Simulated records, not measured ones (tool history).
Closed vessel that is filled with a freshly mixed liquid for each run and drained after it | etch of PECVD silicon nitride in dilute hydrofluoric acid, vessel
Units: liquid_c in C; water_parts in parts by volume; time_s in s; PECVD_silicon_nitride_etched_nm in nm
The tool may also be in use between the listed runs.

| run | hour | liquid_c | water_parts | time_s | PECVD_silicon_nitride_etched_nm |
|---|---|---|---|---|---|
| 1 | 0 | 25 | 180 | 1145 | 32.794 |
| 2 | 9.2 | 25 | 180 | 1220 | 34.465 |
| 3 | 12 | 25.5 | 180 | 1220 | 35.626 |
| 4 | 20.1 | 25.5 | 180 | 1220 | 35.569 |
| 5 | 21.9 | 25.5 | 230 | 1220 | 28.263 |
| 6 | 26.6 | 28 | 230 | 1220 | 33.386 |
| 7 | 29.2 | 28.5 | 230 | 1220 | 33.558 |
| 8 | 35 | 29 | 230 | 1220 | 34.437 |

The next listed run, before its measurement:
| 9 | 44.5 | 29.5 | 230 | 1220 | ? |

{"run 9": {"PECVD_silicon_nitride_etched_nm": 35.708}}

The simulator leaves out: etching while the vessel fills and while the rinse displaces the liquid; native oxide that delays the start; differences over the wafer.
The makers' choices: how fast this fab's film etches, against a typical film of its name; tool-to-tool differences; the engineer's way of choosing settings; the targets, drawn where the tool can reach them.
